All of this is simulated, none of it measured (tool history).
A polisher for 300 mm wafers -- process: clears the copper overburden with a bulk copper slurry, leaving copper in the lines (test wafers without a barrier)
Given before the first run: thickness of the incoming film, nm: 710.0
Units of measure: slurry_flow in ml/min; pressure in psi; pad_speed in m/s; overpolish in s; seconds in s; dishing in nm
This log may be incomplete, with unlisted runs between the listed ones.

{"run": 1, "hour": 0.0, "slurry_flow": 310, "pressure": 3.2, "pad_speed": 0.9, "slurry_solids": 1, "overpolish": 29, "seconds": 103.6, "dishing": 112.22}
{"run": 2, "hour": 2.8, "slurry_flow": 275, "pressure": 3.2, "pad_speed": 0.9, "slurry_solids": 1, "overpolish": 29, "seconds": 106.84, "dishing": 111.98}
{"run": 3, "hour": 6.5, "slurry_flow": 265, "pressure": 2.9, "pad_speed": 0.88, "slurry_solids": 1, "overpolish": 31, "seconds": 117.9, "dishing": 106.83}
{"run": 4, "hour": 14.1, "slurry_flow": 265, "pressure": 2.9, "pad_speed": 0.88, "slurry_solids": 1.15, "overpolish": 31, "seconds": 114.26, "dishing": 111.35}
{"run": 5, "hour": 19.4, "slurry_flow": 260, "pressure": 2.6, "pad_speed": 0.84, "slurry_solids": 1.15, "overpolish": 33, "seconds": 134.94, "dishing": 98.968}
{"run": 6, "hour": 26.8, "slurry_flow": 260, "pressure": 2.4, "pad_speed": 0.82, "slurry_solids": 1.15, "overpolish": 36, "seconds": 151.46, "dishing": 96.961}

What will run 7 give?
{"run": 7, "hour": 32.6, "slurry_flow": 260, "pressure": 2.2, "pad_speed": 0.82, "slurry_solids": 1.15, "overpolish": 38, "seconds": "?", "dishing": "?"}

{"run 7": {"seconds": 158.6, "dishing": 92.016}}

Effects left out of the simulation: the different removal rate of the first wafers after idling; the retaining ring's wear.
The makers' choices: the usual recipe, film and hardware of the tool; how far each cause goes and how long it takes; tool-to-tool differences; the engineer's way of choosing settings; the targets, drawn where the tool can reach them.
